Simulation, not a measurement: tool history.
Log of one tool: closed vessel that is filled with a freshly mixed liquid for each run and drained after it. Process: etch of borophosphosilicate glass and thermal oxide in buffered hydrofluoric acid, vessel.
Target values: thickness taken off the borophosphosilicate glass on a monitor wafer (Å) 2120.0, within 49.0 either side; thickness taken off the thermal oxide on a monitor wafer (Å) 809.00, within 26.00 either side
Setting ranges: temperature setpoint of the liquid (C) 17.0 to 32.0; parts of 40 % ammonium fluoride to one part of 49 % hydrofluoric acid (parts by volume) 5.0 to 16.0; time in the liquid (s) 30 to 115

run,day,temperature setpoint of the liquid (C),parts of 40 % ammonium fluoride to one part of 49 % hydrofluoric acid (parts by volume),time in the liquid (s),thickness taken off the borophosphosilicate glass on a monitor wafer (Å),thickness taken off the thermal oxide on a monitor wafer (Å)
1,0.000,24.0,9.5,60,1757.7,661.38
2,0.029,24.0,9.5,85,2468.0,943.77
3,0.346,23.5,9.5,85,2387.3,911.23
4,0.679,23.0,9.5,85,2322.7,892.66
5,0.921,23.0,8.0,85,2723.9,1045.40
6,1.283,22.0,8.0,85,2622.4,993.25
7,1.625,22.0,8.0,85,2595.8,974.78
8,1.671,21.0,8.0,85,2478.8,945.13
9,2.017,20.0,8.0,85,2347.4,880.23
10,2.088,18.5,8.5,85,2003.6,767.73
11,2.175,19.0,8.5,85,2059.7,771.16

Pick the move, out of 4, that brings all results within their allowed miss; only one does.
A,2.262,22.5,13.5,110,?,?
B,2.262,21.5,9.0,85,?,?
C,2.262,19.0,9.5,90,?,?
D,2.262,18.5,8.5,85,?,?

move,thickness taken off the borophosphosilicate glass on a monitor wafer (Å),thickness taken off the thermal oxide on a monitor wafer (Å)
A,2134.1,811.04
B,2243.6,849.54
C,1999.4,756.08
D,2024.3,764.26
A: in spec on every target
B: takes the biggest miss from the last run beyond its target
C: lands further from the targets than the last run did
D: lands further from the targets than the last run did
The move that meets every target is A.
